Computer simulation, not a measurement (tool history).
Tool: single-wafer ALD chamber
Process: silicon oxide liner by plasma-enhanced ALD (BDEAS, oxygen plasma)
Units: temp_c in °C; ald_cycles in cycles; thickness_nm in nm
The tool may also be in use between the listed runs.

run	hour	temp_c	ald_cycles	thickness_nm
1	0	310	65	6.2469
2	5.3	310	62	5.9661
3	10	301	62	6.0424
4	11	302	60	5.8216
5	12.2	298	60	5.9286
6	14	303	60	5.8537
7	15	304	59	5.7606
8	21.2	305	58	5.5893
9	22.5	307	58	5.6004
10	28.8	309	58	5.5989

The next listed run, before its measurement:
11	34.9	309	58	?

thickness_nm: 5.5864 nm

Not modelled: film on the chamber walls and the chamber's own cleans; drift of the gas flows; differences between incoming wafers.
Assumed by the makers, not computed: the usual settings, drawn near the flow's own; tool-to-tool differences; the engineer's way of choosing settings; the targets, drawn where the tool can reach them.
